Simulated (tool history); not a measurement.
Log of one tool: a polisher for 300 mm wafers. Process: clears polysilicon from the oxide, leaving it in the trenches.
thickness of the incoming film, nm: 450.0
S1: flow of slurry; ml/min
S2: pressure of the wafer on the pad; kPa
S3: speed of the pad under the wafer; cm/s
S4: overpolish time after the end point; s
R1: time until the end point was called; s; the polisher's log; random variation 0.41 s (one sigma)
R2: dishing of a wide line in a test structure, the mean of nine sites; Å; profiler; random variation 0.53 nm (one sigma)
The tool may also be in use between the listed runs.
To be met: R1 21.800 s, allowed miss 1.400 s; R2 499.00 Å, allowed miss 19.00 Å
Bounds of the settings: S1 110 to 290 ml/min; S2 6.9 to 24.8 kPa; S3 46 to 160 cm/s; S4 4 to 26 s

Run 1, hour 0.0: S1 185 ml/min, S2 15.9 kPa, S3 102 cm/s, S4 13 s. Result: R1 33.995 s, R2 497.27 Å.
Run 2, hour 8.5: S1 185 ml/min, S2 15.9 kPa, S3 102 cm/s, S4 8 s. Result: R1 32.853 s, R2 434.73 Å.
Run 3, hour 10.7: S1 145 ml/min, S2 15.9 kPa, S3 102 cm/s, S4 8 s. Result: R1 36.270 s, R2 419.47 Å.
Run 4, hour 18.0: S1 160 ml/min, S2 16.5 kPa, S3 102 cm/s, S4 8 s. Result: R1 31.908 s, R2 433.56 Å.
Run 5, hour 22.9: S1 160 ml/min, S2 16.5 kPa, S3 102 cm/s, S4 4 s. Result: R1 32.880 s, R2 312.80 Å.
Run 6, hour 29.1: S1 160 ml/min, S2 20.0 kPa, S3 102 cm/s, S4 4 s. Result: R1 26.850 s, R2 348.79 Å.
Run 7, hour 31.9: S1 160 ml/min, S2 20.0 kPa, S3 102 cm/s, S4 4 s. Result: R1 27.856 s, R2 354.07 Å.
Run 8, hour 37.0: S1 160 ml/min, S2 20.7 kPa, S3 102 cm/s, S4 5 s. Result: R1 26.779 s, R2 392.41 Å.

5 next moves are on the table. One of them brings every result within its allowed miss. Which?
Run A, hour 42.1: S1 160 ml/min, S2 19.3 kPa, S3 126 cm/s, S4 8 s. Result: R1 ?, R2 ?.
Run B, hour 42.1: S1 135 ml/min, S2 19.3 kPa, S3 144 cm/s, S4 7 s. Result: R1 ?, R2 ?.
Run C, hour 42.1: S1 220 ml/min, S2 24.1 kPa, S3 100 cm/s, S4 11 s. Result: R1 ?, R2 ?.
Run D, hour 42.1: S1 150 ml/min, S2 20.7 kPa, S3 110 cm/s, S4 7 s. Result: R1 ?, R2 ?.
Run E, hour 42.1: S1 220 ml/min, S2 20.0 kPa, S3 104 cm/s, S4 7 s. Result: R1 ?, R2 ?.

move      R1      R2
   A  24.293  465.20
   B  22.437  459.97
   C  22.462  490.43
   D  25.654  445.09
   E  26.174  442.63
A: nearer than the last run, and not there yet
B: nearer than the last run, and not there yet
C: meets every target
D: nearer than the last run, and not there yet
E: nearer than the last run, and not there yet
The right move is C.
